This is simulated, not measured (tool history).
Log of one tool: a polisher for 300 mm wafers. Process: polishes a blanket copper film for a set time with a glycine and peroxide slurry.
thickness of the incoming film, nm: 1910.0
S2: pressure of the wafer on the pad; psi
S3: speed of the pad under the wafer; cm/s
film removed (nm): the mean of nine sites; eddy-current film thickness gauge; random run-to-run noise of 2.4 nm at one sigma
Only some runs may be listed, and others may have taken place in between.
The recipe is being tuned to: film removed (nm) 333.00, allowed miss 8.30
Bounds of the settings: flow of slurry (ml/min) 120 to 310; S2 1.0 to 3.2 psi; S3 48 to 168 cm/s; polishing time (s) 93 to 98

{"run": 1, "hour": 0.0, "flow of slurry (ml/min)": 200, "S2": 2.1, "S3": 108, "polishing time (s)": 93, "film removed (nm)": 381.73}
{"run": 2, "hour": 4.4, "flow of slurry (ml/min)": 200, "S2": 2.1, "S3": 124, "polishing time (s)": 93, "film removed (nm)": 426.98}
{"run": 3, "hour": 12.5, "flow of slurry (ml/min)": 200, "S2": 2.1, "S3": 144, "polishing time (s)": 93, "film removed (nm)": 484.49}
{"run": 4, "hour": 14.7, "flow of slurry (ml/min)": 195, "S2": 2.0, "S3": 144, "polishing time (s)": 93, "film removed (nm)": 463.3}
{"run": 5, "hour": 21.0, "flow of slurry (ml/min)": 190, "S2": 1.9, "S3": 144, "polishing time (s)": 93, "film removed (nm)": 445.53}
{"run": 6, "hour": 25.3, "flow of slurry (ml/min)": 185, "S2": 1.8, "S3": 144, "polishing time (s)": 93, "film removed (nm)": 434.04}
{"run": 7, "hour": 26.3, "flow of slurry (ml/min)": 185, "S2": 1.7, "S3": 144, "polishing time (s)": 93, "film removed (nm)": 411.98}
{"run": 8, "hour": 34.5, "flow of slurry (ml/min)": 185, "S2": 1.6, "S3": 144, "polishing time (s)": 93, "film removed (nm)": 392.28}
{"run": 9, "hour": 38.0, "flow of slurry (ml/min)": 185, "S2": 1.4, "S3": 144, "polishing time (s)": 93, "film removed (nm)": 355.57}

Of the 4 settings listed for the next run, only one would bring every result within its allowed miss of target. Which one?
{"run": "A", "hour": 41.5, "flow of slurry (ml/min)": 190, "S2": 1.2, "S3": 142, "polishing time (s)": 98, "film removed (nm)": "?"}
{"run": "B", "hour": 41.5, "flow of slurry (ml/min)": 195, "S2": 1.1, "S3": 154, "polishing time (s)": 93, "film removed (nm)": "?"}
{"run": "C", "hour": 41.5, "flow of slurry (ml/min)": 190, "S2": 1.6, "S3": 108, "polishing time (s)": 94, "film removed (nm)": "?"}
{"run": "D", "hour": 41.5, "flow of slurry (ml/min)": 195, "S2": 1.2, "S3": 154, "polishing time (s)": 95, "film removed (nm)": "?"}

move=A film_removed_(nm)=331.63
move=B film_removed_(nm)=316.69
move=C film_removed_(nm)=314.32
move=D film_removed_(nm)=342.82
A: all results land within tolerance of their targets
B: moves the result that the last run missed by most past its target, out the other side
C: moves the result that the last run missed by most past its target, out the other side
D: nearer the targets than the last run, but a result is still out of spec
A is the move that brings every result within its allowed miss.
